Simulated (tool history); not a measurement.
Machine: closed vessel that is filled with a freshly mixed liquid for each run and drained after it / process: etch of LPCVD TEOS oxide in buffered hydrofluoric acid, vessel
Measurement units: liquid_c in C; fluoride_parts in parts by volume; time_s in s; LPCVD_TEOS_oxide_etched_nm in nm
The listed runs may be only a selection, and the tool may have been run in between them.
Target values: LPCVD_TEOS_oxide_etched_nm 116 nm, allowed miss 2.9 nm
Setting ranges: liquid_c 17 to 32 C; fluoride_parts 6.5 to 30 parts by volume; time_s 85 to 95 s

run,day,liquid_c,fluoride_parts,time_s,LPCVD_TEOS_oxide_etched_nm
1,0,24,19.5,85,102.55
2,0.262,20.5,19.5,85,84.61
3,0.517,22,19.5,85,91.236
4,0.788,22,23.5,85,78.712
5,1.05,24,23.5,85,87.853
6,1.396,25.5,23.5,85,95.667
7,1.529,26.5,23.5,85,100.73
8,1.883,27,23.5,85,103.21
9,2.046,27.5,23.5,85,106.54
# day 2.088: hydrofluoric acid flow meter replaced
10,2.088,28,23.5,85,104.93
11,2.358,28.5,23.5,85,107.54

Below are 5 possible settings for the next run. Only one of them brings all results inside the allowed miss of their targets. Which is it?
A,2.629,28.5,27.5,95,?
B,2.629,29.5,27.5,90,?
C,2.629,29.5,27,95,?
D,2.629,28.5,21,90,?
E,2.629,28.5,23,95,?

move,LPCVD_TEOS_oxide_etched_nm
A,107.02
B,106.95
C,114.31
D,121.93
E,120.93
A: lands further from the targets than the last run did
B: lands further from the targets than the last run did
C: hits every target within its allowed miss
D: takes the biggest miss from the last run beyond its target
E: takes the biggest miss from the last run beyond its target
Go with C: it meets all targets.
